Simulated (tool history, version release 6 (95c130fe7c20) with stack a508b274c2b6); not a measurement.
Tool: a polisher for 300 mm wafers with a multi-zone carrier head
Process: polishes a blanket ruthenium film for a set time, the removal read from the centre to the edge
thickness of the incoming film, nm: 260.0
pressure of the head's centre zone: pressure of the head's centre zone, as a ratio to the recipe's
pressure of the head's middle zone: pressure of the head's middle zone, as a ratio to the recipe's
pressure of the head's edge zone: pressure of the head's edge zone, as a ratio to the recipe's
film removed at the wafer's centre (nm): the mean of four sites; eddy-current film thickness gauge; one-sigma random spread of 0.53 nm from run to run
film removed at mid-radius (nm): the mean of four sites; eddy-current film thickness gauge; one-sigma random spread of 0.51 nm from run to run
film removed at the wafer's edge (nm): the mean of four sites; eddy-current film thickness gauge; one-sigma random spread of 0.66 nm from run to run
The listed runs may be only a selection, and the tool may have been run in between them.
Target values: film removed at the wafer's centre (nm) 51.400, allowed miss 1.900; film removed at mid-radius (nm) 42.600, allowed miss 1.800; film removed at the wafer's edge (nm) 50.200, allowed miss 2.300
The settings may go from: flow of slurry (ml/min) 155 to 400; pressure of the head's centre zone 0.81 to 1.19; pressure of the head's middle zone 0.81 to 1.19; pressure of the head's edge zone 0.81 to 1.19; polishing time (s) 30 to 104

run    day  flow of slurry (ml/min)  pressure of the head's centre zone  pressure of the head's middle zone  pressure of the head's edge zone  polishing time (s)  film removed at the wafer's centre (nm)  film removed at mid-radius (nm)  film removed at the wafer's edge (nm)
  1  0.000                      255                                1.00                                1.00                              1.00                  67                                   72.569                           78.408                                 75.736
  2  0.279                      255                                1.03                                1.00                              1.00                  67                                   75.065                           77.651                                 76.820
  3  0.367                      255                                1.03                                0.94                              1.00                  67                                   76.184                           71.032                                 74.846
  4  0.654                      250                                1.02                                0.92                              1.00                  64                                   69.699                           67.699                                 72.852
  5  0.721                      290                                1.02                                0.92                              1.00                  64                                   71.160                           68.117                                 72.369
  6  0.992                      290                                1.02                                0.97                              1.00                  64                                   70.794                           72.125                                 72.227
  7  1.062                      290                                1.03                                0.95                              1.00                  61                                   69.091                           67.261                                 71.021
  8  1.104                      275                                1.07                                0.85                              0.90                  43                                   51.645                           42.229                                 47.124
  9  1.192                      275                                1.07                                0.85                              0.91                  43                                   50.734                           43.029                                 46.201

Exactly one of the 5 candidate moves below puts every result within its allowed miss. Which one?
  A  1.279                      295                                1.14                                0.91                              0.85                  40                                        ?                                ?                                      ?
  B  1.279                      260                                1.19                                0.94                              0.87                  40                                        ?                                ?                                      ?
  C  1.279                      285                                1.13                                1.03                              0.85                  40                                        ?                                ?                                      ?
  D  1.279                      300                                1.05                                0.81                              0.96                  44                                        ?                                ?                                      ?
  E  1.279                      310                                1.08                                0.89                              0.81                  40                                        ?                                ?                                      ?

move  film removed at the wafer's centre (nm)  film removed at mid-radius (nm)  film removed at the wafer's edge (nm)
   A                                   50.305                           42.250                                 43.997
   B                                   51.742                           42.889                                 44.005
   C                                   49.754                           46.739                                 43.823
   D                                   51.212                           42.305                                 51.062
   E                                   48.000                           41.672                                 43.309
A: its largest miss is bigger than the last run's
B: its largest miss is bigger than the last run's
C: its largest miss is bigger than the last run's
D: hits every target within its allowed miss
E: its largest miss is bigger than the last run's
The move that meets every target is D.
